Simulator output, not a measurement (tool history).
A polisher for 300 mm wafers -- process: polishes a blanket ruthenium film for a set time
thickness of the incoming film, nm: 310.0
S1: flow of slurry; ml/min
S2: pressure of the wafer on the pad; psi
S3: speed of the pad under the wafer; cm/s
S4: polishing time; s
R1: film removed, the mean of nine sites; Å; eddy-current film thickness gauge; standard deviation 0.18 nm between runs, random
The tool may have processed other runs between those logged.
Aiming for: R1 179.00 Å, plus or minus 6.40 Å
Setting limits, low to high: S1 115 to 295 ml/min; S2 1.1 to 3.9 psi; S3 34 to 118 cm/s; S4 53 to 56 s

run 1 hour=0.0 | S1=190 S2=2.5 S3=76 S4=53 | R1=481.85
run 2 hour=8.8 | S1=185 S2=2.3 S3=70 S4=53 | R1=415.19
run 3 hour=15.7 | S1=185 S2=2.1 S3=64 S4=53 | R1=344.07
run 4 hour=19.1 | S1=225 S2=2.1 S3=64 S4=53 | R1=356.97
run 5 hour=21.0 | S1=225 S2=1.9 S3=60 S4=53 | R1=303.82
run 6 hour=29.4 | S1=225 S2=1.9 S3=78 S4=53 | R1=390.17
run 7 hour=38.0 | S1=225 S2=1.8 S3=72 S4=53 | R1=345.16
run 8 hour=40.5 | S1=225 S2=1.7 S3=68 S4=53 | R1=306.55
run 9 hour=45.5 | S1=225 S2=1.6 S3=66 S4=53 | R1=280.87
run 10 hour=48.5 | S1=220 S2=1.5 S3=64 S4=53 | R1=257.29
run 11 hour=51.2 | S1=215 S2=1.4 S3=62 S4=53 | R1=236.99
run 12 hour=51.9 | S1=210 S2=1.3 S3=60 S4=53 | R1=208.29
run 13 hour=53.5 | S1=210 S2=1.3 S3=60 S4=53 | R1=208.04
run 14 hour=57.8 | S1=200 S2=1.3 S3=60 S4=53 | R1=208.58
run 15 hour=65.1 | S1=190 S2=1.3 S3=60 S4=53 | R1=206.14
run 16 hour=66.5 | S1=185 S2=1.3 S3=60 S4=53 | R1=205.42
run 17 hour=71.3 | S1=180 S2=1.3 S3=60 S4=53 | R1=204.87
run 18 hour=74.7 | S1=175 S2=1.3 S3=60 S4=53 | R1=206.70
run 19 hour=75.6 | S1=175 S2=1.1 S3=54 S4=53 | R1=158.85
run 20 hour=79.4 | S1=180 S2=1.1 S3=54 S4=53 | R1=156.15
run 21 hour=82.1 | S1=190 S2=1.1 S3=54 S4=53 | R1=158.11

Exercise: of the 5 proposed moves below, exactly one satisfies all targets within the stated allowed misses. Which move is it?
run A hour=84.8 | S1=170 S2=1.3 S3=50 S4=56 | R1=?
run B hour=84.8 | S1=195 S2=1.4 S3=48 S4=56 | R1=?
run C hour=84.8 | S1=190 S2=1.1 S3=46 S4=53 | R1=?
run D hour=84.8 | S1=180 S2=1.1 S3=48 S4=53 | R1=?
run E hour=84.8 | S1=175 S2=1.1 S3=46 S4=53 | R1=?

move=A R1=179.80
move=B R1=188.92
move=C R1=136.38
move=D R1=141.01
move=E R1=134.89
A: every result within its allowed miss
B: the result that was furthest off in the last run now lies on the other side of its target
C: lands further from the targets than the last run did
D: lands further from the targets than the last run did
E: lands further from the targets than the last run did
A meets every target.
